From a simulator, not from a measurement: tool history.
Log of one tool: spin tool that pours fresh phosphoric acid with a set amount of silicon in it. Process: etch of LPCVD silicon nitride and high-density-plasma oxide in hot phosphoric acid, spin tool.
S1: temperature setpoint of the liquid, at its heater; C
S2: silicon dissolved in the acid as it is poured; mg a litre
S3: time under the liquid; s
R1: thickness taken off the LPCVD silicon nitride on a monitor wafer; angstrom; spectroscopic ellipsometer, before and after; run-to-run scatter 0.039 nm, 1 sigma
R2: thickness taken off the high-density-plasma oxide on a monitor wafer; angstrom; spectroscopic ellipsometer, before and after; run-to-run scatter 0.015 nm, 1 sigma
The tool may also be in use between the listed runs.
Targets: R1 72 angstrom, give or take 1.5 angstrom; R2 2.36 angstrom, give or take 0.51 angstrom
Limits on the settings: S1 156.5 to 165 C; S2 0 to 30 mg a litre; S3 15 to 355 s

Run 1, day 0: S1 160 C, S2 13 mg a litre, S3 180 s. Result: R1 153.8 angstrom, R2 4.8737 angstrom.
Run 2, day 0.304: S1 159.5 C, S2 12 mg a litre, S3 155 s. Result: R1 131.47 angstrom, R2 4.4458 angstrom.
Run 3, day 0.412: S1 159.5 C, S2 8.5 mg a litre, S3 155 s. Result: R1 130.98 angstrom, R2 4.7326 angstrom.
Run 4, day 0.462: S1 159.5 C, S2 8.5 mg a litre, S3 210 s. Result: R1 176.08 angstrom, R2 5.0846 angstrom.
Run 5, day 0.754: S1 159.5 C, S2 8.5 mg a litre, S3 250 s. Result: R1 211.73 angstrom, R2 7.4076 angstrom.
Run 6, day 0.879: S1 159.5 C, S2 12.5 mg a litre, S3 250 s. Result: R1 211.54 angstrom, R2 6.3365 angstrom.
Run 7, day 1.038: S1 159 C, S2 12 mg a litre, S3 210 s. Result: R1 173.33 angstrom, R2 5.4004 angstrom.
Run 8, day 1.121: S1 158.5 C, S2 12.5 mg a litre, S3 175 s. Result: R1 143.52 angstrom, R2 4.1512 angstrom.
Run 9, day 1.246: S1 157 C, S2 4 mg a litre, S3 85 s. Result: R1 66.041 angstrom, R2 2.0834 angstrom.
Run 10, day 1.458: S1 158.5 C, S2 5.5 mg a litre, S3 85 s. Result: R1 69.92 angstrom, R2 2.3963 angstrom.
Run 11, day 1.696: S1 158.5 C, S2 6 mg a litre, S3 85 s. Result: R1 69.479 angstrom, R2 2.1095 angstrom.

Exactly one of the 4 candidate moves below puts every result within its allowed miss. Which one?
Run A, day 1.933: S1 165 C, S2 0 mg a litre, S3 75 s. Result: R1 ?, R2 ?.
Run B, day 1.933: S1 157.5 C, S2 9.5 mg a litre, S3 95 s. Result: R1 ?, R2 ?.
Run C, day 1.933: S1 159.5 C, S2 12 mg a litre, S3 85 s. Result: R1 ?, R2 ?.
Run D, day 1.933: S1 156.5 C, S2 30 mg a litre, S3 100 s. Result: R1 ?, R2 ?.

move      R1      R2
   A  76.671  3.7469
   B  75.599  2.2594
   C  72.375   2.218
   D  76.914  1.2122
A: the result that was furthest off in the last run now lies on the other side of its target
B: the result that was furthest off in the last run now lies on the other side of its target
C: every result lands within tolerance
D: the result that was furthest off in the last run now lies on the other side of its target
Correct choice: C, which meets every target
